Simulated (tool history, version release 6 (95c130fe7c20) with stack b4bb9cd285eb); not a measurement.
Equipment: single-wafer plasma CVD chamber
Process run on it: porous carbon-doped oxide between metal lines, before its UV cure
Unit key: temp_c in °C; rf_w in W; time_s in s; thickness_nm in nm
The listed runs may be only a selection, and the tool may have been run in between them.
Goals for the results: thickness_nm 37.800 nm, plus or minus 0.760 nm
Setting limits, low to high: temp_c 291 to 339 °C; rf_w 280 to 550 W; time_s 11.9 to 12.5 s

run,day,temp_c,rf_w,time_s,thickness_nm
1,0.000,315,415,12.5,49.695
2,0.192,308,415,12.5,51.102
3,0.396,308,470,12.5,57.516
4,0.475,315,425,12.4,50.062
5,0.738,321,400,12.3,45.543
6,1.104,321,400,12.5,46.724
7,1.475,333,335,12.3,36.190
8,1.825,331,335,12.3,36.004
9,1.938,323,350,12.3,39.300
10,2.088,325,350,12.3,39.314
11,2.225,327,350,12.3,38.565
12,2.442,328,350,12.3,38.483

Which one of the following 5 next-run settings gets every result inside its allowed miss? There is exactly one.
A,2.658,327,360,12.2,?
B,2.658,331,340,12.5,?
C,2.658,330,355,12.5,?
D,2.658,335,335,12.5,?
E,2.658,323,365,12.2,?

move,thickness_nm
A,39.719
B,37.566
C,39.546
D,36.362
E,40.997
A: its largest miss is bigger than the last run's
B: in spec on every target
C: its largest miss is bigger than the last run's
D: takes the biggest miss from the last run beyond its target
E: its largest miss is bigger than the last run's
The move that meets every target is B.
